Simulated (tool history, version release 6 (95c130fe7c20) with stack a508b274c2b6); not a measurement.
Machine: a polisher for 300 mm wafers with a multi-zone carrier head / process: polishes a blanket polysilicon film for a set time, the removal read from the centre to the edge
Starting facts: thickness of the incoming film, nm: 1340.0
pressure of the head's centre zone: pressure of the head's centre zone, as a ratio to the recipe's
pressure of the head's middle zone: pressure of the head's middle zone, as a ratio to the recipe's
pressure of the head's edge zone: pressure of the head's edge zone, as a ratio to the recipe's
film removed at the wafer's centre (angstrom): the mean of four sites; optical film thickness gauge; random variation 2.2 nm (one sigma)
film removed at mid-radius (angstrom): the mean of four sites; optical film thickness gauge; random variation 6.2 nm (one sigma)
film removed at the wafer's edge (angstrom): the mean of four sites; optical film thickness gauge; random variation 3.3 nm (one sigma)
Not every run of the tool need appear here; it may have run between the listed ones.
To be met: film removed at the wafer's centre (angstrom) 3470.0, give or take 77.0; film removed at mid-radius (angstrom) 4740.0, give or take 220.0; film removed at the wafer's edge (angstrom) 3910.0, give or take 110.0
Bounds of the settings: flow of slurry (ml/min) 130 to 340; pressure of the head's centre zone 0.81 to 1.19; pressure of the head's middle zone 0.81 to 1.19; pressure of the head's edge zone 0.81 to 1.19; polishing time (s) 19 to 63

run    day  flow of slurry (ml/min)  pressure of the head's centre zone  pressure of the head's middle zone  pressure of the head's edge zone  polishing time (s)  film removed at the wafer's centre (angstrom)  film removed at mid-radius (angstrom)  film removed at the wafer's edge (angstrom)
  1  0.000                      220                                1.00                                1.00                              1.00                  41                                         5258.8                                 5600.7                                       5333.9
  2  0.267                      210                                0.95                                1.02                              0.96                  39                                         4727.5                                 5499.8                                       4972.6
  3  0.479                      200                                0.92                                1.02                              0.93                  37                                         4337.9                                 4996.1                                       4685.9
  4  0.696                      200                                0.92                                1.02                              0.93                  31                                         3624.5                                 4222.3                                       3896.4
  5  0.888                      200                                0.92                                1.10                              0.93                  31                                         3643.8                                 4410.3                                       3935.3
  6  1.229                      225                                0.92                                1.10                              0.93                  31                                         3718.1                                 4508.3                                       3996.8
  7  1.558                      185                                0.86                                1.19                              0.91                  31                                         3355.9                                 4802.8                                       3840.3
  8  1.871                      190                                0.86                                1.18                              0.91                  31                                         3406.4                                 4852.7                                       3816.3

Which single option among these 5 for the next run brings every result within its allowed miss of target? Just one does.
  A  2.183                      205                                0.82                                1.16                              0.96                  30                                              ?                                      ?                                            ?
  B  2.183                      195                                0.84                                1.15                              0.89                  31                                              ?                                      ?                                            ?
  C  2.183                      155                                0.86                                1.14                              0.84                  33                                              ?                                      ?                                            ?
  D  2.183                      160                                0.87                                1.19                              0.90                  31                                              ?                                      ?                                            ?
  E  2.183                      180                                0.91                                1.19                              0.83                  31                                              ?                                      ?                                            ?

move  film removed at the wafer's centre (angstrom)  film removed at mid-radius (angstrom)  film removed at the wafer's edge (angstrom)
   A                                         3172.8                                 4487.4                                       3871.8
   B                                         3321.0                                 4566.6                                       3858.5
   C                                         3443.7                                 4625.2                                       3895.1
   D                                         3294.2                                 4537.8                                       3774.2
   E                                         3517.8                                 4639.3                                       3716.3
A: brings the last run's worst result on target, with another outside its allowed miss
B: brings the last run's worst result on target, with another outside its allowed miss
C: meets every target
D: misses by more than the last run did
E: misses by more than the last run did
The move that meets every target is C.
